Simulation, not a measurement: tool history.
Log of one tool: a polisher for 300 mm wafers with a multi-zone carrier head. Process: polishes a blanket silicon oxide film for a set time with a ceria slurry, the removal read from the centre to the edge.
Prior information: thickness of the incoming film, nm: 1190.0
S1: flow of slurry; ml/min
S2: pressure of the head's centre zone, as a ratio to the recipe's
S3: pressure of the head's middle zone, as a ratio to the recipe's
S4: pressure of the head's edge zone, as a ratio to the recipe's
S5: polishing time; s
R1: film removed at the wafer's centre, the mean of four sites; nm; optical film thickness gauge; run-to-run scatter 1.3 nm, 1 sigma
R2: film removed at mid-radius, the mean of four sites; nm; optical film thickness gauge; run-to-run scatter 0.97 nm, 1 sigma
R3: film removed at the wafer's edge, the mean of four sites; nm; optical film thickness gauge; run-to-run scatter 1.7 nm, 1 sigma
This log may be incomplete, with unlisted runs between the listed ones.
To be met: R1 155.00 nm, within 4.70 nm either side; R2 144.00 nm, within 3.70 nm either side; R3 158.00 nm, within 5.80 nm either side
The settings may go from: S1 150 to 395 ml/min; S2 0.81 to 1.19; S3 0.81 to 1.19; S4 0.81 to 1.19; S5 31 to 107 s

run  hour   S1    S2    S3    S4  S5      R1      R2      R3
  1   0.0  250  1.00  1.00  1.00  69  264.79  260.14  260.14
  2   6.5  250  1.03  1.00  1.00  69  271.07  260.00  260.57
  3   7.3  240  1.00  0.96  0.98  63  238.89  225.88  228.34
  4  11.7  240  1.00  0.96  0.98  52  195.89  187.11  192.73
  5  16.2  230  0.98  0.93  0.97  51  190.69  180.51  187.74
  6  21.6  230  0.98  0.93  0.90  51  192.02  178.67  185.38
  7  22.8  230  0.98  0.93  0.90  51  187.21  178.61  179.55
  8  29.8  220  0.96  0.90  0.90  50  178.51  168.79  176.03
  9  36.6  185  0.90  0.81  0.82  45  146.57  137.22  149.58

Next run, 4 choices. One meets every target within its allowed miss, the rest don't. Which?
  A  43.4  165  0.86  0.87  0.81  47   ?   ?   ?
  B  43.4  210  0.95  0.81  0.93  44   ?   ?   ?
  C  43.4  160  1.00  0.88  0.81  43   ?   ?   ?
  D  43.4  150  0.95  0.85  0.88  48   ?   ?   ?

move      R1      R2      R3
   A  142.17  148.31  152.70
   B  154.54  136.78  157.27
   C  150.31  135.96  139.01
   D  156.65  145.35  159.37
A: takes the biggest miss from the last run beyond its target
B: further off than the last run
C: further off than the last run
D: in spec on every target
Go with D: it meets all targets.

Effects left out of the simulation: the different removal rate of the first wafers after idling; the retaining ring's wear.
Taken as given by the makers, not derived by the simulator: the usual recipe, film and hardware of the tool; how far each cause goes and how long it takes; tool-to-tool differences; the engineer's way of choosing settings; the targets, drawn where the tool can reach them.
